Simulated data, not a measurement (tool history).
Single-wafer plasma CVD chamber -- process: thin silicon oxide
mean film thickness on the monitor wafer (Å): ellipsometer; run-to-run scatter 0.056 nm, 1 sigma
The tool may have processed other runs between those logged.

run,hour,heater temperature setpoint (K),chamber pressure (mTorr),RF power (kW),deposition time (s),mean film thickness on the monitor wafer (Å)
1,0.0,693.15,936,0.340,9.36,187.38
2,4.1,693.15,974,0.340,9.36,195.43
3,12.4,693.15,1001,0.340,9.36,199.93
4,18.6,693.15,937,0.340,9.36,188.23
5,23.7,693.15,937,0.340,9.64,193.97
6,31.5,693.15,937,0.380,9.64,205.99
7,39.2,693.15,954,0.380,9.64,210.54
8,48.0,693.15,966,0.380,9.64,212.50
9,56.7,693.15,976,0.380,9.64,214.48

Forecast run 10:
10,65.5,693.15,984,0.380,9.64,?

mean film thickness on the monitor wafer (Å): 216.16

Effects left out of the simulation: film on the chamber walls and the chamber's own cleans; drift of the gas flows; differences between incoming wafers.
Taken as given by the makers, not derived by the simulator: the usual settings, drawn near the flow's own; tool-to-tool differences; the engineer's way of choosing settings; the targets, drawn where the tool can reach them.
